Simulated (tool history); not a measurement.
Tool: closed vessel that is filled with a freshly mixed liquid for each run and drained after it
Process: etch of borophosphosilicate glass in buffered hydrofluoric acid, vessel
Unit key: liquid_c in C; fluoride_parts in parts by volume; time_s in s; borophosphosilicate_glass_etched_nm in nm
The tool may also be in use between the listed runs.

run  hour  liquid_c  fluoride_parts  time_s  borophosphosilicate_glass_etched_nm
  1   0.0      22.0            12.5      30                               25.278
  2   4.9      20.5            12.5      30                               23.246
  3  10.0      20.5             9.0      30                               31.339
  4  13.2      20.5             9.0      30                               30.913
  5  17.8      19.5            10.5      30                               26.192
  6  26.1      19.5            13.5      30                               20.390

Predict the results of run 7:
  7  30.4      19.0            13.5      30                                    ?

Run 7 yielded borophosphosilicate_glass_etched_nm 19.950 nm.
